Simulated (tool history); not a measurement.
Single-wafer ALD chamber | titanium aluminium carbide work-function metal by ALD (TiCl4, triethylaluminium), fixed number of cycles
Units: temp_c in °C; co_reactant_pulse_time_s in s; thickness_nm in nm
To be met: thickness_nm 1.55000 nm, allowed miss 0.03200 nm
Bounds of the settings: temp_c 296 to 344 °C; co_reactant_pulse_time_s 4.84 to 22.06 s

| run | hour | temp_c | co_reactant_pulse_time_s | thickness_nm |
|---|---|---|---|---|
| 1 | 0.0 | 320 | 13.45 | 2.41040 |
| 2 | 6.4 | 317 | 12.27 | 2.36310 |
| 3 | 12.3 | 309 | 12.27 | 2.28120 |
| 4 | 14.5 | 307 | 11.25 | 2.23810 |
| 5 | 19.4 | 312 | 11.25 | 2.27760 |
| 6 | 27.6 | 310 | 10.37 | 2.22420 |
| 7 | 35.6 | 308 | 9.61 | 2.15730 |
| 8 | 43.9 | 306 | 8.96 | 2.08550 |
| 9 | 51.3 | 305 | 8.40 | 1.98930 |
| 10 | 52.5 | 304 | 7.91 | 1.90230 |
| 11 | 55.3 | 303 | 7.49 | 1.80590 |
| 12 | 56.9 | 296 | 4.84 | 0.37178 |
| 13 | 64.9 | 298 | 4.84 | 0.37863 |
| 14 | 68.1 | 302 | 4.84 | 0.38057 |
| 15 | 75.6 | 301 | 5.29 | 0.76698 |
| 16 | 79.7 | 303 | 5.29 | 0.77369 |

Which of these 4 next moves meets every target?
| A | 83.8 | 298 | 4.84 | ? |
| B | 83.8 | 311 | 6.61 | ? |
| C | 83.8 | 305 | 6.93 | ? |
| D | 83.8 | 308 | 6.87 | ? |

| move | thickness_nm |
|---|---|
| A | 0.37573 |
| B | 1.56210 |
| C | 1.64410 |
| D | 1.64190 |
A: further off than the last run
B: meets every target
C: takes the result that was furthest off past its target
D: takes the result that was furthest off past its target
The right move is B.

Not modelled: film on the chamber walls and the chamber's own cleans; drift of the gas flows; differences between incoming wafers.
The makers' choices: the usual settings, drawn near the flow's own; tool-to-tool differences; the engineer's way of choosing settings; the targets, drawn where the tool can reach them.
